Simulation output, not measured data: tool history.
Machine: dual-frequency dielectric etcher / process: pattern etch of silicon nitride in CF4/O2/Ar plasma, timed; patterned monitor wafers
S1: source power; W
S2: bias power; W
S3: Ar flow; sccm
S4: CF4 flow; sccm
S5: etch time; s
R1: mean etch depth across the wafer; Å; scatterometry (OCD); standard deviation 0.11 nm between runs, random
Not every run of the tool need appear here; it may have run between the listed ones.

run	hour	S1	S2	S3	S4	S5	R1
1	0.0	650	39	136	130	9	182.84
2	0.6	670	39	136	130	9	187.47
3	4.2	670	32	136	130	9	177.16
4	8.5	690	32	136	130	9	181.04
5	14.7	710	32	136	130	9	185.26
6	19.0	620	32	136	130	9	165.73

Run 7 comes next. What will it give?
7	25.9	650	32	136	130	9	?

R1: 173.92 Å
